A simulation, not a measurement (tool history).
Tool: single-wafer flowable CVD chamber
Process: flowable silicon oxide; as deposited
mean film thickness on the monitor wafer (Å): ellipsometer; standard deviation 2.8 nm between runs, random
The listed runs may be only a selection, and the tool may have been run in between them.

run  hour  heater temperature setpoint (K)  chamber pressure (Torr)  RF power (kW)  deposition time (s)  mean film thickness on the monitor wafer (Å)
  1     0                           373.15                    0.966           1.87                 1014                                        8059.9
  2   3.1                           377.15                    0.965           1.87                 1014                                          7133
  3   7.2                           380.15                    0.964           1.87                 1014                                        6540.4
  4  14.4                           382.15                    0.963           1.87                 1014                                        6113.7
  5  19.8                           384.15                    0.962           1.87                 1014                                        5844.9
  6  25.3                           386.15                    0.961           1.87                 1014                                        5521.3
  7  29.2                           387.15                    0.961           1.87                 1014                                        5347.1
  8  30.9                           388.15                    0.961           1.87                 1014                                          5232

Run 9 is up next; what results do you expect?
  9  38.5                           389.15                    0.961           1.87                 1014                                             ?

Run 9 measured mean film thickness on the monitor wafer (Å) 5116.4.

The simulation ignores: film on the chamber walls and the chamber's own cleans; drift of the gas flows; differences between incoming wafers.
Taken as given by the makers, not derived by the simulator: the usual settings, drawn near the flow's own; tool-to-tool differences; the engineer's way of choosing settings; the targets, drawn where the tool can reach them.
